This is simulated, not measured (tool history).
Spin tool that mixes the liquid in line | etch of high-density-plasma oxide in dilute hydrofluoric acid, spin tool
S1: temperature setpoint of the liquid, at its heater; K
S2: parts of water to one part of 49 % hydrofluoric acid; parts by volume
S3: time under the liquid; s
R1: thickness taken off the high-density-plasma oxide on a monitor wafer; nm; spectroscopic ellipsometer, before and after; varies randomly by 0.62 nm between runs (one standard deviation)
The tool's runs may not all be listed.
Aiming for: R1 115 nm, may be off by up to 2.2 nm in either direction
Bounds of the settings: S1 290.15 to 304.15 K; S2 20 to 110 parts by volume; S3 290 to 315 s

run  hour      S1  S2   S3      R1
  1     0  296.15  60  290  50.538
  2     3  296.15  40  290  78.148
  3     6  296.15  60  290  51.051
  4  10.4  298.65  60  290  56.698
  5  14.6  298.65  60  315   61.12
  6  17.3  298.65  45  315  83.333
  7  21.1  299.65  45  315  86.539
  8    22  299.65  45  315  87.688
  9  23.4  300.15  45  315  88.148
 10  30.7  300.15  45  315  88.421
 11  35.1  300.65  45  315  90.386
 12  43.5  300.65  45  315  91.025
 13  48.5  301.15  45  315  92.764
 14  56.2  301.65  45  315  94.352
 15  61.4  302.15  45  315  95.843
 16  69.5  302.65  45  315  97.617

Next run, 4 choices. One meets every target within its allowed miss, the rest don't. Which?
  A  77.6  301.65  35  295   ?
  B  77.6  303.15  35  290   ?
  C  77.6  302.15  40  315   ?
  D  77.6  302.65  40  315   ?

move      R1
   A  115.35
   B  120.41
   C  109.13
   D  111.32
A: every result within its allowed miss
B: carries the result that was furthest off beyond its target, to the other side
C: an improvement on the last run, though not all results are within tolerance
D: an improvement on the last run, though not all results are within tolerance
Answer: A

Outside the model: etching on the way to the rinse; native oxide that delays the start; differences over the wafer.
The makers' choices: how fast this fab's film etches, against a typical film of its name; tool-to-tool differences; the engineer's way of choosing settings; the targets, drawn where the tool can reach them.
